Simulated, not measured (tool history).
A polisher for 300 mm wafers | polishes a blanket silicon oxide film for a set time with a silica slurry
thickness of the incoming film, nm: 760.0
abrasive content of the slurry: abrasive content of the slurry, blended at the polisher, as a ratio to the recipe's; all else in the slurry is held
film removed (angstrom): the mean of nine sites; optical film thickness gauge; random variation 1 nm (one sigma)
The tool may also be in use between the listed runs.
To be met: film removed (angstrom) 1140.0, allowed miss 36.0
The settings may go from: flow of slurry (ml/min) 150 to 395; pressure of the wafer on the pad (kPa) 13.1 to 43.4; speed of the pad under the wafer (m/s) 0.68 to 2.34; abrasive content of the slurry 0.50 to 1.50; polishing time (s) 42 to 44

run,hour,flow of slurry (ml/min),pressure of the wafer on the pad (kPa),speed of the pad under the wafer (m/s),abrasive content of the slurry,polishing time (s),film removed (angstrom)
1,0.0,250,28.3,1.50,1.00,42,1566.5
2,4.8,250,33.1,1.50,1.00,42,1801.9
3,9.6,250,33.1,1.50,1.00,44,1884.6
4,16.4,250,35.9,1.50,1.00,44,2041.4
5,24.2,250,35.9,1.68,1.00,44,2247.7
6,26.8,225,35.9,1.68,1.00,44,2199.3
7,32.4,220,32.4,1.66,1.00,44,1963.8
8,39.5,215,29.6,1.66,1.00,44,1768.7
9,43.5,210,27.6,1.66,1.00,44,1668.9
10,45.8,210,20.0,1.62,1.00,44,1192.6
11,47.4,205,20.0,1.62,1.00,44,1211.1
12,55.5,200,20.0,1.62,1.00,44,1192.8

5 next moves are on the table. One of them brings every result within its allowed miss. Which?
A,63.6,230,22.8,1.54,0.95,44,?
B,63.6,240,20.7,1.60,0.95,44,?
C,63.6,255,20.7,1.38,1.00,44,?
D,63.6,225,20.7,1.70,0.90,44,?
E,63.6,235,21.4,1.66,0.90,44,?

move,film removed (angstrom)
A,1304.1
B,1233.5
C,1125.2
D,1258.1
E,1281.1
A: further off than the last run
B: further off than the last run
C: meets every target
D: further off than the last run
E: further off than the last run
The right move is C.
